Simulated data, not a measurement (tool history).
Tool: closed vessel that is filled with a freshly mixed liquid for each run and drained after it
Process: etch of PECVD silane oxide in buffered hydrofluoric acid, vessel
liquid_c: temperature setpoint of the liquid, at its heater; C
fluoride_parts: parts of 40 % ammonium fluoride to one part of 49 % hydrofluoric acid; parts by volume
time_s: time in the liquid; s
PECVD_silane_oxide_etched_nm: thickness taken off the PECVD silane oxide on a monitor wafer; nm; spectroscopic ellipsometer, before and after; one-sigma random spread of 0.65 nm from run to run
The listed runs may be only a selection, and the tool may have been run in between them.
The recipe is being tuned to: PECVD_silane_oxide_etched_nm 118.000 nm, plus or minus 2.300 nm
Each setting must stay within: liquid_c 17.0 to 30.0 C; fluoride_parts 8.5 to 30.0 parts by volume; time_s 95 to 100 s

| run | hour | liquid_c | fluoride_parts | time_s | PECVD_silane_oxide_etched_nm |
|---|---|---|---|---|---|
| 1 | 0.0 | 22.0 | 23.0 | 95 | 93.364 |
| 2 | 4.4 | 22.0 | 28.5 | 95 | 80.124 |
| 3 | 8.7 | 24.0 | 28.5 | 95 | 90.273 |
| 4 | 10.9 | 24.0 | 30.0 | 95 | 87.071 |
| 5 | 13.1 | 24.0 | 30.0 | 95 | 86.646 |
| 6 | 21.8 | 24.0 | 30.0 | 95 | 86.084 |
| 7 | 24.3 | 24.5 | 30.0 | 95 | 88.958 |
| 8 | 28.2 | 25.0 | 30.0 | 95 | 92.374 |
| 9 | 37.3 | 25.5 | 30.0 | 95 | 93.843 |
| 10 | 46.5 | 26.0 | 30.0 | 95 | 96.822 |
| 11 | 54.8 | 26.5 | 30.0 | 95 | 98.965 |
| 12 | 56.4 | 27.0 | 30.0 | 95 | 101.880 |
| 13 | 61.1 | 27.5 | 30.0 | 95 | 105.100 |
| 14 | 67.0 | 28.5 | 30.0 | 95 | 111.350 |

Exactly one of the 5 candidate moves below puts every result within its allowed miss. Which one?
| A | 72.9 | 28.5 | 29.5 | 95 | ? |
| B | 72.9 | 26.0 | 25.5 | 100 | ? |
| C | 72.9 | 27.5 | 29.5 | 100 | ? |
| D | 72.9 | 28.5 | 29.5 | 100 | ? |
| E | 72.9 | 28.0 | 30.0 | 100 | ? |

| move | PECVD_silane_oxide_etched_nm |
|---|---|
| A | 111.840 |
| B | 113.670 |
| C | 111.560 |
| D | 117.720 |
| E | 113.290 |
A: nearer than the last run, and not there yet
B: nearer than the last run, and not there yet
C: no better and no worse than the last run
D: all results land within tolerance of their targets
E: nearer than the last run, and not there yet
D meets every target.
